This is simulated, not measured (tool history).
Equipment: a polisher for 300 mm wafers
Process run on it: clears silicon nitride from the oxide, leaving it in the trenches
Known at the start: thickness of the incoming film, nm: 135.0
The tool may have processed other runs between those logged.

| run | hour | flow of slurry (ml/min) | pressure of the wafer on the pad (kPa) | speed of the pad under the wafer (m/s) | overpolish time after the end point (s) | time until the end point was called (s) |
|---|---|---|---|---|---|---|
| 1 | 0 | 120 | 20.7 | 1.1 | 20 | 123.17 |
| 2 | 1.4 | 120 | 16.5 | 1.1 | 20 | 149.1 |
| 3 | 9.2 | 120 | 16.5 | 0.96 | 20 | 170.04 |
| 4 | 13.5 | 120 | 16.5 | 0.96 | 22 | 173.88 |
| 5 | 22.4 | 120 | 16.5 | 0.7 | 22 | 234.94 |
| 6 | 25 | 120 | 16.5 | 0.86 | 22 | 189.71 |
| 7 | 28.1 | 125 | 17.2 | 0.86 | 22 | 182.25 |

Run 8 is up next; what results do you expect?
| 8 | 33.3 | 130 | 17.2 | 0.86 | 22 | ? |

{"run 8": {"time until the end point was called (s)": 182.93}}

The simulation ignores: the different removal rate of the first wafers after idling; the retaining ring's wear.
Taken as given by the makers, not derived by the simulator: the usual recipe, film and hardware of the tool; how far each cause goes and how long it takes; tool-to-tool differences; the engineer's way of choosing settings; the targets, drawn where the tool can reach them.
